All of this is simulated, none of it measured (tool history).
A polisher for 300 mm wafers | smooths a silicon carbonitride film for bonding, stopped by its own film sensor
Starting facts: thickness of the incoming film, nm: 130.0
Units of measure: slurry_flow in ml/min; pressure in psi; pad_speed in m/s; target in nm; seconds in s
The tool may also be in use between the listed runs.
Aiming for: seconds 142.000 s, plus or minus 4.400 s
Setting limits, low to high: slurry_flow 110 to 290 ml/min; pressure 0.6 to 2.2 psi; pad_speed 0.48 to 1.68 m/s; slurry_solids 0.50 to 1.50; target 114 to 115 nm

run,day,slurry_flow,pressure,pad_speed,slurry_solids,target,seconds
1,0.000,185,1.4,1.08,1.00,114,87.702
2,0.358,180,1.2,1.08,1.00,114,101.440
3,0.612,180,1.2,1.32,1.00,114,89.732
4,0.904,180,1.2,1.50,1.00,114,79.961
5,0.992,175,1.0,1.46,1.00,114,100.040
6,1.321,170,0.9,1.46,1.00,114,109.270
7,1.600,150,0.6,1.44,1.00,114,166.340
8,1.696,165,0.6,1.44,1.00,114,162.380
9,1.921,215,0.7,1.44,1.00,114,137.500
# day 2.050: worn pad replaced by a new one
10,2.050,215,0.7,1.44,1.00,114,123.140
11,2.333,215,0.7,1.44,1.00,114,125.170
12,2.554,205,0.7,1.44,1.00,114,123.410
13,2.729,195,0.7,1.44,1.00,114,124.440
14,2.758,185,0.7,1.44,1.00,114,124.840
15,3.121,175,0.6,1.36,1.00,114,151.820
16,3.271,180,0.6,1.36,1.00,114,150.360
17,3.625,200,0.7,1.36,1.00,114,128.170
18,3.792,190,0.7,1.36,1.00,114,130.910
19,3.833,150,0.6,1.36,1.00,114,155.930
20,3.854,160,0.6,1.36,1.00,114,156.050

Of the 4 settings listed for the next run, only one would bring every result within its allowed miss of target. Which one?
A,3.875,175,0.6,1.26,0.90,115,?
B,3.875,160,0.6,1.40,1.00,114,?
C,3.875,155,0.8,1.22,0.85,114,?
D,3.875,140,0.6,1.46,0.95,114,?

move,seconds
A,157.790
B,148.880
C,139.340
D,152.950
A: misses by more than the last run did
B: moves toward the targets from the last run without getting all of them in spec
C: in spec on every target
D: moves toward the targets from the last run without getting all of them in spec
Answer: C

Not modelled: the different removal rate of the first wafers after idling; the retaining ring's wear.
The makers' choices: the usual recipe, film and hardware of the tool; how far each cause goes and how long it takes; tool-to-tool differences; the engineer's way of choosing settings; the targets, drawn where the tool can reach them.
